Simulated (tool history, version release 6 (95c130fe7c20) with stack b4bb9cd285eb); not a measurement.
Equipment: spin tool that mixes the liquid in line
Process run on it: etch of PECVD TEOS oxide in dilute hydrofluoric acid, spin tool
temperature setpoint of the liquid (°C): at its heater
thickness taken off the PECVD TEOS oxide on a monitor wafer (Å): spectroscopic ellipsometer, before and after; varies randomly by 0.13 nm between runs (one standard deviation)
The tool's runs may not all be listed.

run    day  temperature setpoint of the liquid (°C)  parts of water to one part of 49 % hydrofluoric acid (parts by volume)  time under the liquid (s)  thickness taken off the PECVD TEOS oxide on a monitor wafer (Å)
  1  0.000                                     21.0                                                                     220                        130                                                           94.338
  2  0.162                                     21.0                                                                     280                        130                                                           69.923
  3  0.342                                     19.5                                                                     280                        130                                                           66.035
  4  0.671                                     19.5                                                                     355                        130                                                           49.214
  5  0.883                                     21.5                                                                     315                        130                                                           61.848
  6  1.025                                     23.0                                                                     285                        130                                                           74.547

For run 7, what comes out?
  7  1.196                                     27.0                                                                     195                        130                                                                ?

{"run 7": {"thickness taken off the PECVD TEOS oxide on a monitor wafer (Å)": 137.95}}
